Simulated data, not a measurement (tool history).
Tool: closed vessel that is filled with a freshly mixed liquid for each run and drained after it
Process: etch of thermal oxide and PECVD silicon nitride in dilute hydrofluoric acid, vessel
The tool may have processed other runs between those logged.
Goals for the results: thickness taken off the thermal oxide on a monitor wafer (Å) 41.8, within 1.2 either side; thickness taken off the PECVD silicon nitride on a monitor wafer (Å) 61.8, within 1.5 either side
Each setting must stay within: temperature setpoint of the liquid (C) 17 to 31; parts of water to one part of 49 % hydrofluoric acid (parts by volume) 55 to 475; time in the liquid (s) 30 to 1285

run	hour	temperature setpoint of the liquid (C)	parts of water to one part of 49 % hydrofluoric acid (parts by volume)	time in the liquid (s)	thickness taken off the thermal oxide on a monitor wafer (Å)	thickness taken off the PECVD silicon nitride on a monitor wafer (Å)
1	0	23	265	655	84.428	97.694
2	6.3	23	265	445	56.566	66.55
3	9.2	23	265	560	70.63	84.141
4	12.9	25.5	265	560	76.674	99.114
5	21.2	25.5	265	840	116.36	146.35
6	26.9	25	310	845	94.457	122.42
7	33	25	345	845	81.138	108.28
8	41.8	25	370	840	74.888	101.39
9	49	25	390	820	68.374	94.87
10	52.7	23	475	770	45.474	65.106
11	58.6	23	475	770	44.96	65.483
12	59.9	23	475	760	44.69	63.716
13	62.2	23.5	475	745	44.418	63.873

Exactly one of the 4 candidate moves below puts every result within its allowed miss. Which one?
A	64.5	25	475	625	?	?
B	64.5	21	355	635	?	?
C	64.5	24	475	660	?	?
D	64.5	25.5	435	585	?	?

move	thickness taken off the thermal oxide on a monitor wafer (Å)	thickness taken off the PECVD silicon nitride on a monitor wafer (Å)
A	38.999	59.175
B	51.545	63.091
C	39.91	58.992
D	41.938	62.241
A: the result that was furthest off in the last run now lies on the other side of its target
B: its largest miss is bigger than the last run's
C: the result that was furthest off in the last run now lies on the other side of its target
D: meets every target
Answer: D
